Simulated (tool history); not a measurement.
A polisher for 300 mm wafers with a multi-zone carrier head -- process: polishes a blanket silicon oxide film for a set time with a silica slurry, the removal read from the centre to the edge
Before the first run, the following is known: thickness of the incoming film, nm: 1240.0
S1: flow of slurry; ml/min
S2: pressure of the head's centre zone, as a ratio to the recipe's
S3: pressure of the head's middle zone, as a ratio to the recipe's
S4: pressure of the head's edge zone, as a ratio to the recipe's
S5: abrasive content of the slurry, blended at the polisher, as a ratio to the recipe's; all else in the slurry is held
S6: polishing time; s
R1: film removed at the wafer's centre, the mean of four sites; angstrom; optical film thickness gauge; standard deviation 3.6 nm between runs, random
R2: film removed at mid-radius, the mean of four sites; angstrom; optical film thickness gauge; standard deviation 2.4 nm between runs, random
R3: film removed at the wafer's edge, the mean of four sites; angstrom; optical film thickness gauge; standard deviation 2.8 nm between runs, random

run 1 hour=0.0 | S1=145 S2=1.00 S3=1.00 S4=1.00 S5=1.00 S6=85 | R1=1890.4 R2=1877.0 R3=1915.5
run 2 hour=6.9 | S1=145 S2=1.00 S3=1.00 S4=1.00 S5=1.00 S6=74 | R1=1625.5 R2=1618.3 R3=1644.9
run 3 hour=10.4 | S1=155 S2=1.05 S3=0.98 S4=1.03 S5=1.15 S6=75 | R1=1889.1 R2=1745.8 R3=1813.0
run 4 hour=11.8 | S1=160 S2=1.08 S3=0.96 S4=1.06 S5=1.25 S6=76 | R1=2032.9 R2=1783.8 R3=1908.6
run 5 hour=15.0 | S1=160 S2=1.08 S3=0.96 S4=1.06 S5=1.25 S6=93 | R1=2528.0 R2=2171.5 R3=2297.7
run 6 hour=20.9 | S1=155 S2=1.09 S3=0.94 S4=1.06 S5=1.25 S6=93 | R1=2500.4 R2=2068.7 R3=2289.6
run 7 hour=24.0 | S1=155 S2=1.10 S3=0.94 S4=1.05 S5=1.25 S6=93 | R1=2601.8 R2=2126.7 R3=2329.8

Run 8 comes next. What will it give?
run 8 hour=25.6 | S1=155 S2=1.10 S3=0.93 S4=1.05 S5=1.20 S6=93 | R1=? R2=? R3=?

Logged for run 8: R1 2494.8 angstrom, R2 2083.7 angstrom, R3 2287.2 angstrom.
